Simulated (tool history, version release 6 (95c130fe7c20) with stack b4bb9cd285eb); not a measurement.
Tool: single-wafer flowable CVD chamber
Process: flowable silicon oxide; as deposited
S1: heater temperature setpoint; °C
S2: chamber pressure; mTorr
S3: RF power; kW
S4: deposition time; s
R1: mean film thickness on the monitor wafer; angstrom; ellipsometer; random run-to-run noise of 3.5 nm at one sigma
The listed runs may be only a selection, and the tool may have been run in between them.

run	hour	S1	S2	S3	S4	R1
1	0.0	95	1030	1.995	631	7552.5
2	7.7	95	1030	2.160	631	7664.6
3	16.1	95	1160	2.160	631	8629.5
4	24.2	95	1160	1.885	631	8379.0
5	26.7	95	1260	1.885	631	9044.4
6	32.2	95	1260	2.055	631	9224.0
7	36.9	98	1260	2.055	631	8297.8
8	40.4	100	1260	2.055	631	7786.8
9	41.2	102	1260	2.055	631	7321.5
10	44.0	103	1260	2.055	631	7061.3
11	45.0	104	1260	2.055	631	6785.3

The next listed run, before its measurement:
12	49.8	108	1260	2.055	631	?

R1: 5911.7 angstrom

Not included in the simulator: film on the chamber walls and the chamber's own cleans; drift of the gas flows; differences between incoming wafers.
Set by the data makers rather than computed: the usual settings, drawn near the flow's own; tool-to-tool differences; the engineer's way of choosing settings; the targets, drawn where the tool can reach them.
